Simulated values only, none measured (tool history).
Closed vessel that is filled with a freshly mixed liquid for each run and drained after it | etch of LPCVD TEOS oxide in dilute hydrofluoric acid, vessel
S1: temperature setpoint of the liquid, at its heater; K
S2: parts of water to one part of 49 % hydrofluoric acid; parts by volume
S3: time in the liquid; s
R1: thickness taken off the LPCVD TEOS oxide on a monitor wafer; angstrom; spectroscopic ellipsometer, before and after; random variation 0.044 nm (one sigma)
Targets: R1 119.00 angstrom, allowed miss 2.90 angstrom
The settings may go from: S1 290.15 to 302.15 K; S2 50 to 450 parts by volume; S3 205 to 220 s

run    day      S1   S2   S3      R1
  1  0.000  294.15  250  205  211.43
  2  0.058  294.15  210  205  260.86
  3  0.275  294.15  210  205  261.37
  4  0.342  293.65  230  205  228.12
  5  0.492  293.65  230  220  246.50
  6  0.783  290.65  230  220  219.78
  7  0.833  290.15  330  220  138.32
  8  1.192  290.15  335  220  135.10
  9  1.242  290.15  340  220  132.67
 10  1.362  290.15  345  220  130.61
 11  1.662  290.15  350  220  127.09
 12  1.792  290.15  355  220  125.77

Which of these 4 next moves meets every target?
  A  1.921  291.15  370  210   ?
  B  1.921  291.15  345  215   ?
  C  1.921  291.15  330  205   ?
  D  1.921  290.15  335  210   ?

move      R1
   A  118.33
   B  132.60
   C  133.84
   D  129.61
A: meets every target
B: further off than the last run
C: further off than the last run
D: further off than the last run
The right move is A.
